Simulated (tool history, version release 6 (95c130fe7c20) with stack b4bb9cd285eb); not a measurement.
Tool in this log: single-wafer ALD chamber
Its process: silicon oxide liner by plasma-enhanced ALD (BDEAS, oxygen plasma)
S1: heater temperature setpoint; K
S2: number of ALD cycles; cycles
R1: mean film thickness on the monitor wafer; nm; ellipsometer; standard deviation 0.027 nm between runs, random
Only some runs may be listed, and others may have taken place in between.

{"run": 1, "hour": 0.0, "S1": 583.15, "S2": 80, "R1": 8.4562}
{"run": 2, "hour": 5.1, "S1": 587.15, "S2": 80, "R1": 8.3951}
{"run": 3, "hour": 6.7, "S1": 587.15, "S2": 71, "R1": 7.4366}
{"run": 4, "hour": 13.4, "S1": 596.15, "S2": 71, "R1": 7.3477}
{"run": 5, "hour": 19.9, "S1": 596.15, "S2": 61, "R1": 6.2788}
{"run": 6, "hour": 20.9, "S1": 594.15, "S2": 68, "R1": 7.04}
{"run": 7, "hour": 29.8, "S1": 593.15, "S2": 74, "R1": 7.6996}
{"run": 8, "hour": 34.4, "S1": 593.15, "S2": 78, "R1": 8.0917}
{"run": 9, "hour": 36.1, "S1": 591.15, "S2": 82, "R1": 8.5344}

Run 10 has not been measured yet. What should we expect?
{"run": 10, "hour": 44.6, "S1": 588.15, "S2": 85, "R1": "?"}

{"run 10": {"R1": 8.8876}}
